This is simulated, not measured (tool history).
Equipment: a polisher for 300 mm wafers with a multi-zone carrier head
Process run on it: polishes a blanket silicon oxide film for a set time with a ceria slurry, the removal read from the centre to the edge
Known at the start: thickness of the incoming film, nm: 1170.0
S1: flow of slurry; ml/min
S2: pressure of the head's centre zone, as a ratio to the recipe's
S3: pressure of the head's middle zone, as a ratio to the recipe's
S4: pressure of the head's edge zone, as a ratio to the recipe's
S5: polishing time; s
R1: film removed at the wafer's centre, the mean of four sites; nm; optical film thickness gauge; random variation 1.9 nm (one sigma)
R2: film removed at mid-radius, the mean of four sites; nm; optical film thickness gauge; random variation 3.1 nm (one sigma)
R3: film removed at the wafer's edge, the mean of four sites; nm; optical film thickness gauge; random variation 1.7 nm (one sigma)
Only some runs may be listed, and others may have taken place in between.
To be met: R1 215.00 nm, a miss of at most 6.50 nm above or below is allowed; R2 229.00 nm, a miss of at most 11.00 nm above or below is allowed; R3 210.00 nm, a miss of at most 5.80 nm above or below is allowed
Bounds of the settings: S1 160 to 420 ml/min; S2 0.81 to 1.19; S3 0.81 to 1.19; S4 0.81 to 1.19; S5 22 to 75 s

| run | hour | S1 | S2 | S3 | S4 | S5 | R1 | R2 | R3 |
|---|---|---|---|---|---|---|---|---|---|
| 1 | 0.0 | 270 | 1.00 | 1.00 | 1.00 | 48 | 255.74 | 253.65 | 254.19 |
| 2 | 1.0 | 265 | 0.99 | 1.00 | 0.98 | 47 | 245.10 | 253.11 | 250.74 |
| 3 | 4.0 | 265 | 0.99 | 0.96 | 0.98 | 47 | 251.39 | 239.69 | 245.33 |
| 4 | 10.2 | 265 | 0.99 | 1.02 | 0.98 | 47 | 248.17 | 251.19 | 248.49 |
| 5 | 16.7 | 265 | 0.99 | 1.03 | 0.96 | 46 | 242.81 | 250.70 | 239.75 |
| 6 | 23.2 | 290 | 0.99 | 1.03 | 0.96 | 46 | 248.10 | 256.80 | 244.76 |
| 7 | 26.1 | 280 | 0.98 | 1.03 | 0.94 | 46 | 242.16 | 247.14 | 240.74 |
| 8 | 29.4 | 270 | 0.98 | 1.04 | 0.92 | 45 | 233.79 | 247.39 | 235.48 |
| 9 | 32.5 | 270 | 0.98 | 1.04 | 0.92 | 45 | 235.84 | 250.58 | 230.24 |
| 10 | 38.5 | 260 | 0.97 | 1.03 | 0.91 | 45 | 231.73 | 239.73 | 231.63 |
| 11 | 46.4 | 250 | 0.96 | 1.07 | 0.82 | 41 | 207.68 | 222.57 | 202.87 |

5 next moves are on the table. One of them brings every result within its allowed miss. Which?
| A | 54.3 | 305 | 1.02 | 1.05 | 0.88 | 38 | ? | ? | ? |
| B | 54.3 | 270 | 0.85 | 1.07 | 0.82 | 41 | ? | ? | ? |
| C | 54.3 | 205 | 0.90 | 1.08 | 0.83 | 43 | ? | ? | ? |
| D | 54.3 | 320 | 0.87 | 1.05 | 0.88 | 41 | ? | ? | ? |
| E | 54.3 | 235 | 0.96 | 1.04 | 0.82 | 43 | ? | ? | ? |

| move | R1 | R2 | R3 |
|---|---|---|---|
| A | 211.25 | 211.58 | 195.58 |
| B | 186.88 | 228.86 | 204.24 |
| C | 198.91 | 232.61 | 208.88 |
| D | 195.19 | 229.55 | 211.79 |
| E | 217.19 | 230.39 | 211.43 |
A: lands further from the targets than the last run did
B: puts the biggest miss on target and leaves a different result outside tolerance
C: puts the biggest miss on target and leaves a different result outside tolerance
D: puts the biggest miss on target and leaves a different result outside tolerance
E: all results in spec
E is the move that brings every result within its allowed miss.
